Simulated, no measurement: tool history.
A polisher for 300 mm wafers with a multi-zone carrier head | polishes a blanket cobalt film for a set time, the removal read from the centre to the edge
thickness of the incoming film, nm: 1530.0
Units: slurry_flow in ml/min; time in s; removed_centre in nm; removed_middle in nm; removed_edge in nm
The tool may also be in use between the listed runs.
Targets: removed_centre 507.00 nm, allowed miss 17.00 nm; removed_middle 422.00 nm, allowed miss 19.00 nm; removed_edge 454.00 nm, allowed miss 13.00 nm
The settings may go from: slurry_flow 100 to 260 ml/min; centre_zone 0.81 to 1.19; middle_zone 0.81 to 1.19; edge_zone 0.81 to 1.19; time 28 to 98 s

| run | hour | slurry_flow | centre_zone | middle_zone | edge_zone | time | removed_centre | removed_middle | removed_edge |
|---|---|---|---|---|---|---|---|---|---|
| 1 | 0.0 | 165 | 1.00 | 1.00 | 1.00 | 63 | 364.24 | 345.95 | 359.70 |
| 2 | 1.7 | 165 | 1.00 | 1.00 | 1.00 | 52 | 302.76 | 283.82 | 296.57 |
| 3 | 3.8 | 165 | 1.00 | 1.00 | 1.00 | 38 | 218.86 | 209.62 | 218.96 |
| 4 | 5.5 | 175 | 1.02 | 1.01 | 1.02 | 43 | 253.93 | 246.59 | 247.10 |
| 5 | 8.4 | 175 | 1.02 | 1.01 | 0.97 | 43 | 258.57 | 237.67 | 244.31 |
| 6 | 15.3 | 175 | 1.02 | 1.04 | 0.97 | 43 | 254.39 | 242.44 | 240.74 |
| 7 | 17.8 | 185 | 1.04 | 1.02 | 1.00 | 47 | 292.65 | 270.70 | 269.58 |
| 8 | 22.5 | 190 | 1.05 | 1.00 | 1.02 | 51 | 315.05 | 285.02 | 299.45 |
| 9 | 29.4 | 200 | 1.07 | 1.00 | 1.04 | 54 | 351.35 | 304.59 | 320.60 |
| 10 | 36.7 | 205 | 1.08 | 1.00 | 1.06 | 56 | 367.25 | 313.42 | 336.38 |
| 11 | 43.6 | 210 | 1.09 | 1.01 | 1.07 | 58 | 379.88 | 327.41 | 348.90 |
| 12 | 50.3 | 215 | 1.10 | 1.01 | 1.08 | 60 | 397.76 | 343.48 | 361.93 |
| 13 | 52.5 | 220 | 1.11 | 1.01 | 1.09 | 62 | 424.23 | 356.06 | 380.31 |
| 14 | 54.1 | 225 | 1.11 | 1.01 | 1.10 | 63 | 428.07 | 370.16 | 386.75 |

5 next moves are on the table. One of them brings every result within its allowed miss. Which?
| A | 55.7 | 255 | 1.19 | 1.13 | 0.99 | 74 | ? | ? | ? |
| B | 55.7 | 235 | 1.08 | 0.94 | 1.01 | 77 | ? | ? | ? |
| C | 55.7 | 200 | 1.19 | 0.99 | 1.10 | 76 | ? | ? | ? |
| D | 55.7 | 205 | 1.05 | 0.85 | 1.15 | 81 | ? | ? | ? |
| E | 55.7 | 160 | 0.90 | 0.87 | 1.19 | 67 | ? | ? | ? |

| move | removed_centre | removed_middle | removed_edge |
|---|---|---|---|
| A | 548.38 | 472.89 | 429.18 |
| B | 511.76 | 417.46 | 449.08 |
| C | 545.38 | 421.95 | 455.62 |
| D | 513.69 | 397.58 | 498.81 |
| E | 350.60 | 324.63 | 409.95 |
A: nearer than the last run, and not there yet
B: meets every target
C: brings the result that was furthest off to its target, and leaves another outside
D: takes the result that was furthest off past its target
E: further off than the last run
Move B is the one to make.
